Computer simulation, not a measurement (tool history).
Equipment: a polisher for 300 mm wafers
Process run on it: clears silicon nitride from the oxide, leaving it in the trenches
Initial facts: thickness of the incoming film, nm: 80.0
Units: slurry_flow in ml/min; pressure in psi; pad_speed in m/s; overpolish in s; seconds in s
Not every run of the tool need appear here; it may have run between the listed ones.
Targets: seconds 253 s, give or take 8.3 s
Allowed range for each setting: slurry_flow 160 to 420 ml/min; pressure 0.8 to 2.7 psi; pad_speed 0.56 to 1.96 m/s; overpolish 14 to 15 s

{"run": 1, "hour": 0.0, "slurry_flow": 270, "pressure": 1.7, "pad_speed": 1.26, "overpolish": 14, "seconds": 123.64}
{"run": 2, "hour": 7.1, "slurry_flow": 270, "pressure": 1.7, "pad_speed": 1.56, "overpolish": 14, "seconds": 100.4}
{"run": 3, "hour": 11.9, "slurry_flow": 270, "pressure": 1.7, "pad_speed": 1.28, "overpolish": 14, "seconds": 122.86}
{"run": 4, "hour": 15.6, "slurry_flow": 270, "pressure": 1.7, "pad_speed": 1.5, "overpolish": 14, "seconds": 103.2}
{"run": 5, "hour": 21.6, "slurry_flow": 270, "pressure": 2.1, "pad_speed": 1.5, "overpolish": 14, "seconds": 85.102}
{"run": 6, "hour": 29.0, "slurry_flow": 265, "pressure": 1.7, "pad_speed": 1.34, "overpolish": 14, "seconds": 117.25}
{"run": 7, "hour": 34.7, "slurry_flow": 255, "pressure": 1.2, "pad_speed": 0.98, "overpolish": 14, "seconds": 220.71}
{"run": 8, "hour": 43.4, "slurry_flow": 250, "pressure": 1.1, "pad_speed": 0.98, "overpolish": 14, "seconds": 245.79}

Which single option among these 5 for the next run brings every result within its allowed miss of target? Just one does.
{"run": "A", "hour": 52.1, "slurry_flow": 195, "pressure": 1.2, "pad_speed": 0.9, "overpolish": 15, "seconds": "?"}
{"run": "B", "hour": 52.1, "slurry_flow": 255, "pressure": 1.2, "pad_speed": 0.94, "overpolish": 14, "seconds": "?"}
{"run": "C", "hour": 52.1, "slurry_flow": 180, "pressure": 1.2, "pad_speed": 0.96, "overpolish": 14, "seconds": "?"}
{"run": "D", "hour": 52.1, "slurry_flow": 230, "pressure": 1.2, "pad_speed": 0.92, "overpolish": 15, "seconds": "?"}
{"run": "E", "hour": 52.1, "slurry_flow": 265, "pressure": 1, "pad_speed": 1.12, "overpolish": 14, "seconds": "?"}

move=A seconds=250.91
move=B seconds=233.89
move=C seconds=238.13
move=D seconds=241.24
move=E seconds=234.25
A: all results in spec
B: moves away from the targets compared with the last run
C: moves away from the targets compared with the last run
D: moves away from the targets compared with the last run
E: moves away from the targets compared with the last run
Go with A: it meets all targets.
